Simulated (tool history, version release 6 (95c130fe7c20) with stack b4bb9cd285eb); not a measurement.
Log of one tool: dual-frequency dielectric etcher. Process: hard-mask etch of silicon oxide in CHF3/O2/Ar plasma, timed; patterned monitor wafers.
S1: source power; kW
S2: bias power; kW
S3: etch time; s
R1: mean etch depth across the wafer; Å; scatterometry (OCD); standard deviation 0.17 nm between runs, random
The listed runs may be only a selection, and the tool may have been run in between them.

run,hour,S1,S2,S3,R1
1,0.0,0.650,0.226,23,494.39
2,8.0,0.650,0.226,23,493.21
3,11.7,0.650,0.226,24,513.82
4,15.9,0.590,0.221,24,486.79
5,24.1,0.590,0.221,24,486.88
6,28.8,0.560,0.220,24,474.75
7,35.1,0.530,0.219,24,462.28
8,38.7,0.510,0.218,24,451.39

Predict the results of run 9:
9,44.0,0.500,0.218,24,?

{"run 9": {"R1": 445.43}}

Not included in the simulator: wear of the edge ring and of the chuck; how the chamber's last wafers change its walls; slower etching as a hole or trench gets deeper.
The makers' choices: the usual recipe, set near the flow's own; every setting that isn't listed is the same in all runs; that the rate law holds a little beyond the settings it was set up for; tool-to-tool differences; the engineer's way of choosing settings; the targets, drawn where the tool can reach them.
